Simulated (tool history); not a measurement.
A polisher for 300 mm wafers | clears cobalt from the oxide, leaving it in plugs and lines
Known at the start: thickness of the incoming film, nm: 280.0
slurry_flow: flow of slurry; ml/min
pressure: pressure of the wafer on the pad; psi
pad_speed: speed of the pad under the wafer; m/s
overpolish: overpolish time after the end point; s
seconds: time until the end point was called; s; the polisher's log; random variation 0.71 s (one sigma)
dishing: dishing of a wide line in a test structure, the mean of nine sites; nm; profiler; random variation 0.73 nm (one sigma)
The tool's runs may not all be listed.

run,hour,slurry_flow,pressure,pad_speed,overpolish,seconds,dishing
1,0,255,2.1,0.76,28,64.423,42.049
2,5.3,255,2.3,0.76,26,58.439,43.957
3,13.9,255,2.4,0.78,21,56.059,41.214
4,19.8,255,2.4,0.78,9,56.739,27.246
5,27.7,255,2.4,0.64,9,67.801,24.485
6,30.1,255,2.4,0.46,9,90.581,18.958

The next listed run, before its measurement:
7,34,255,2.5,0.54,12,?,?

seconds: 76.337 s
dishing: 26.887 nm
